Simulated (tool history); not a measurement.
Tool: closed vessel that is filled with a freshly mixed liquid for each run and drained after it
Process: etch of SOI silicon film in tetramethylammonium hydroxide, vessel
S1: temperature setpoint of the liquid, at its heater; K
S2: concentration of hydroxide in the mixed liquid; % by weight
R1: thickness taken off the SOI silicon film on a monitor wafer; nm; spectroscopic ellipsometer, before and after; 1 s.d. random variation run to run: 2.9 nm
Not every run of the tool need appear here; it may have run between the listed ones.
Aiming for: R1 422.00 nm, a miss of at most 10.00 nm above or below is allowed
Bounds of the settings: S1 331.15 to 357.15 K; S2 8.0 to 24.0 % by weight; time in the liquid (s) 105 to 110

{"run": 1, "hour": 0.0, "S1": 344.15, "S2": 16.0, "time in the liquid (s)": 105, "R1": 688.29}
{"run": 2, "hour": 7.4, "S1": 344.15, "S2": 18.0, "time in the liquid (s)": 105, "R1": 666.58}
{"run": 3, "hour": 8.8, "S1": 344.15, "S2": 21.5, "time in the liquid (s)": 105, "R1": 606.43}
{"run": 4, "hour": 13.9, "S1": 344.15, "S2": 21.5, "time in the liquid (s)": 105, "R1": 606.17}
{"run": 5, "hour": 22.3, "S1": 343.15, "S2": 21.5, "time in the liquid (s)": 105, "R1": 574.36}
{"run": 6, "hour": 28.1, "S1": 342.15, "S2": 21.5, "time in the liquid (s)": 105, "R1": 538.58}
{"run": 7, "hour": 35.0, "S1": 341.65, "S2": 21.5, "time in the liquid (s)": 105, "R1": 523.34}
{"run": 8, "hour": 41.6, "S1": 341.15, "S2": 21.5, "time in the liquid (s)": 105, "R1": 515.11}
{"run": 9, "hour": 46.4, "S1": 340.65, "S2": 21.5, "time in the liquid (s)": 105, "R1": 495.73}
{"run": 10, "hour": 53.0, "S1": 340.15, "S2": 21.5, "time in the liquid (s)": 105, "R1": 479.15}
{"run": 11, "hour": 54.6, "S1": 339.65, "S2": 21.5, "time in the liquid (s)": 105, "R1": 466.29}
{"run": 12, "hour": 57.6, "S1": 339.15, "S2": 21.5, "time in the liquid (s)": 105, "R1": 448.64}
{"run": 13, "hour": 60.1, "S1": 338.65, "S2": 21.5, "time in the liquid (s)": 105, "R1": 441.25}

Which one of the following 4 next-run settings gets every result inside its allowed miss? There is exactly one.
{"run": "A", "hour": 62.6, "S1": 336.15, "S2": 18.5, "time in the liquid (s)": 105, "R1": "?"}
{"run": "B", "hour": 62.6, "S1": 336.65, "S2": 20.5, "time in the liquid (s)": 105, "R1": "?"}
{"run": "C", "hour": 62.6, "S1": 336.15, "S2": 21.5, "time in the liquid (s)": 110, "R1": "?"}
{"run": "D", "hour": 62.6, "S1": 338.15, "S2": 22.0, "time in the liquid (s)": 105, "R1": "?"}

move=A R1=403.71
move=B R1=397.30
move=C R1=394.08
move=D R1=419.63
A: takes the result that was furthest off past its target
B: takes the result that was furthest off past its target
C: takes the result that was furthest off past its target
D: in spec on every target
D meets every target.
